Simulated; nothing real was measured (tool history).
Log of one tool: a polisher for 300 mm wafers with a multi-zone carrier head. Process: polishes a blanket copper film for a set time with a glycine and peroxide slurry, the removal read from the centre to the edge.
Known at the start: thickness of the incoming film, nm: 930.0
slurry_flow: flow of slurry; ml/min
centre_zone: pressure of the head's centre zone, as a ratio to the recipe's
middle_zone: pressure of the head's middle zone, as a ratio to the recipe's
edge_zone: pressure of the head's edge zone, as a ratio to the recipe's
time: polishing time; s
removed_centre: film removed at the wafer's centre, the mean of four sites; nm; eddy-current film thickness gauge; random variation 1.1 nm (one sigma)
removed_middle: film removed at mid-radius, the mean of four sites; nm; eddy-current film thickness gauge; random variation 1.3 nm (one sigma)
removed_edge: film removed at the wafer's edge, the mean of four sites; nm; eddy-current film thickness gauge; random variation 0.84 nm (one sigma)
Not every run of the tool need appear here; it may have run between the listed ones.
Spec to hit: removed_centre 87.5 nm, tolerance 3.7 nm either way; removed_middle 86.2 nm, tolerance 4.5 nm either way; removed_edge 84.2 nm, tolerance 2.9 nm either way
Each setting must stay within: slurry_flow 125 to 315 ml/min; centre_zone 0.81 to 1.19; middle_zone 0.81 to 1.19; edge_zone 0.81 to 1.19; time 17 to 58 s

Run 1, hour 0: slurry_flow 205 ml/min, centre_zone 1, middle_zone 1, edge_zone 1, time 37 s. Result: removed_centre 112.77 nm, removed_middle 112.87 nm, removed_edge 108.75 nm.
Run 2, hour 8: slurry_flow 205 ml/min, centre_zone 1, middle_zone 0.97, edge_zone 1, time 37 s. Result: removed_centre 110.86 nm, removed_middle 113.29 nm, removed_edge 110.84 nm.
Run 3, hour 12.9: slurry_flow 200 ml/min, centre_zone 1.01, middle_zone 0.96, edge_zone 0.98, time 34 s. Result: removed_centre 105.84 nm, removed_middle 99.915 nm, removed_edge 99.711 nm.
Run 4, hour 13.6: slurry_flow 195 ml/min, centre_zone 0.98, middle_zone 0.96, edge_zone 0.95, time 33 s. Result: removed_centre 96.218 nm, removed_middle 96.533 nm, removed_edge 94.83 nm.
Run 5, hour 21.7: slurry_flow 190 ml/min, centre_zone 0.98, middle_zone 0.95, edge_zone 0.92, time 32 s. Result: removed_centre 94.617 nm, removed_middle 94.252 nm, removed_edge 90.63 nm.
Run 6, hour 26.4: slurry_flow 185 ml/min, centre_zone 0.97, middle_zone 0.94, edge_zone 0.91, time 32 s. Result: removed_centre 92.721 nm, removed_middle 91.82 nm, removed_edge 89.36 nm.
Run 7, hour 34.5: slurry_flow 180 ml/min, centre_zone 0.96, middle_zone 0.93, edge_zone 0.9, time 32 s. Result: removed_centre 92.648 nm, removed_middle 90.066 nm, removed_edge 89.043 nm.
Run 8, hour 42.4: slurry_flow 175 ml/min, centre_zone 0.95, middle_zone 0.93, edge_zone 0.89, time 32 s. Result: removed_centre 87.5 nm, removed_middle 91.108 nm, removed_edge 88.655 nm.
Run 9, hour 47: slurry_flow 175 ml/min, centre_zone 0.95, middle_zone 0.93, edge_zone 0.89, time 32 s. Result: removed_centre 91.491 nm, removed_middle 90.02 nm, removed_edge 86.862 nm.
Run 10, hour 48.3: slurry_flow 170 ml/min, centre_zone 0.94, middle_zone 0.92, edge_zone 0.89, time 32 s. Result: removed_centre 86.656 nm, removed_middle 90.059 nm, removed_edge 88.492 nm.

Below are 5 possible settings for the next run. Only one of them brings all results inside the allowed miss of their targets. Which is it?
Run A, hour 49.6: slurry_flow 155 ml/min, centre_zone 0.91, middle_zone 1.04, edge_zone 0.81, time 32 s. Result: removed_centre ?, removed_middle ?, removed_edge ?.
Run B, hour 49.6: slurry_flow 160 ml/min, centre_zone 0.89, middle_zone 0.84, edge_zone 0.97, time 33 s. Result: removed_centre ?, removed_middle ?, removed_edge ?.
Run C, hour 49.6: slurry_flow 165 ml/min, centre_zone 0.87, middle_zone 0.88, edge_zone 0.96, time 32 s. Result: removed_centre ?, removed_middle ?, removed_edge ?.
Run D, hour 49.6: slurry_flow 125 ml/min, centre_zone 0.92, middle_zone 0.9, edge_zone 1, time 35 s. Result: removed_centre ?, removed_middle ?, removed_edge ?.
Run E, hour 49.6: slurry_flow 135 ml/min, centre_zone 0.96, middle_zone 0.92, edge_zone 0.84, time 32 s. Result: removed_centre ?, removed_middle ?, removed_edge ?.

move  removed_centre  removed_middle  removed_edge
   A          85.228          97.603        84.666
   B          86.411            87.1        94.934
   C          82.424          87.694        91.956
   D          89.486          92.061         98.39
   E          87.101          86.954         84.37
A: meets the target for the result that was furthest off, but another lies outside its allowed miss
B: its largest miss is bigger than the last run's
C: its largest miss is bigger than the last run's
D: its largest miss is bigger than the last run's
E: in spec on every target
Correct choice: E, which meets every target
